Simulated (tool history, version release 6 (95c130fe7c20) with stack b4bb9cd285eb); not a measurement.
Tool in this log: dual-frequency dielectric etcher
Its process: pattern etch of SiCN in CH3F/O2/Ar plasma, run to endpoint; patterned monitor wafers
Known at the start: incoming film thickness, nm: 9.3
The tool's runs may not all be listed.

run 1 day=0 | source_power_(W)=470 bias_power_(W)=89 | endpoint_time_(s)=21.301
run 2 day=0.308 | source_power_(W)=450 bias_power_(W)=89 | endpoint_time_(s)=21.658
run 3 day=0.579 | source_power_(W)=490 bias_power_(W)=89 | endpoint_time_(s)=20.98
run 4 day=0.825 | source_power_(W)=470 bias_power_(W)=89 | endpoint_time_(s)=21.353
run 5 day=1.05 | source_power_(W)=450 bias_power_(W)=89 | endpoint_time_(s)=21.754
run 6 day=1.175 | source_power_(W)=430 bias_power_(W)=89 | endpoint_time_(s)=22.001
-- day=1.475 source power generator calibrated
run 7 day=1.475 | source_power_(W)=410 bias_power_(W)=89 | endpoint_time_(s)=22.416

Predict the results of run 8:
run 8 day=1.517 | source_power_(W)=400 bias_power_(W)=89 | endpoint_time_(s)=?

endpoint time (s): 22.507
